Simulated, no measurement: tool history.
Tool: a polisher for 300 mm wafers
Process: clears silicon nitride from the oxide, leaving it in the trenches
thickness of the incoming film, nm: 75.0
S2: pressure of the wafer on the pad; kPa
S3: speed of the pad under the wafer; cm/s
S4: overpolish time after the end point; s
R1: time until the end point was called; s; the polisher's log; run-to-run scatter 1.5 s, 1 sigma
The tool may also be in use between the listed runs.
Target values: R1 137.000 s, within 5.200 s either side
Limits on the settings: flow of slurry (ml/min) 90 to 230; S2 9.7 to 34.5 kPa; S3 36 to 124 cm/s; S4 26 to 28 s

{"run": 1, "hour": 0.0, "flow of slurry (ml/min)": 150, "S2": 22.1, "S3": 80, "S4": 26, "R1": 109.26}
{"run": 2, "hour": 8.2, "flow of slurry (ml/min)": 150, "S2": 22.1, "S3": 98, "S4": 26, "R1": 95.417}
{"run": 3, "hour": 15.8, "flow of slurry (ml/min)": 150, "S2": 22.1, "S3": 98, "S4": 28, "R1": 96.177}
{"run": 4, "hour": 22.6, "flow of slurry (ml/min)": 150, "S2": 20.7, "S3": 98, "S4": 28, "R1": 100.13}
{"run": 5, "hour": 24.3, "flow of slurry (ml/min)": 150, "S2": 19.3, "S3": 98, "S4": 28, "R1": 108.17}
{"run": 6, "hour": 27.4, "flow of slurry (ml/min)": 150, "S2": 19.3, "S3": 98, "S4": 26, "R1": 106.91}
{"run": 7, "hour": 31.2, "flow of slurry (ml/min)": 150, "S2": 17.9, "S3": 98, "S4": 26, "R1": 116.95}
{"run": 8, "hour": 39.3, "flow of slurry (ml/min)": 150, "S2": 17.9, "S3": 98, "S4": 26, "R1": 115.16}
{"run": 9, "hour": 47.6, "flow of slurry (ml/min)": 140, "S2": 13.8, "S3": 98, "S4": 26, "R1": 141.34}
{"hour": 49.3, "done": "worn pad replaced by a new one"}
{"run": 10, "hour": 49.3, "flow of slurry (ml/min)": 145, "S2": 14.5, "S3": 98, "S4": 26, "R1": 128.86}
{"run": 11, "hour": 54.9, "flow of slurry (ml/min)": 145, "S2": 14.5, "S3": 98, "S4": 26, "R1": 130.87}

Which single option among these 5 for the next run brings every result within its allowed miss of target? Just one does.
{"run": "A", "hour": 60.5, "flow of slurry (ml/min)": 155, "S2": 14.5, "S3": 106, "S4": 26, "R1": "?"}
{"run": "B", "hour": 60.5, "flow of slurry (ml/min)": 90, "S2": 14.5, "S3": 116, "S4": 26, "R1": "?"}
{"run": "C", "hour": 60.5, "flow of slurry (ml/min)": 110, "S2": 14.5, "S3": 96, "S4": 26, "R1": "?"}
{"run": "D", "hour": 60.5, "flow of slurry (ml/min)": 135, "S2": 15.9, "S3": 98, "S4": 26, "R1": "?"}
{"run": "E", "hour": 60.5, "flow of slurry (ml/min)": 130, "S2": 15.2, "S3": 102, "S4": 28, "R1": "?"}

move=A R1=121.930
move=B R1=124.610
move=C R1=136.770
move=D R1=121.370
move=E R1=123.370
A: moves away from the targets compared with the last run
B: moves away from the targets compared with the last run
C: every result lands within tolerance
D: moves away from the targets compared with the last run
E: moves away from the targets compared with the last run
Answer: C
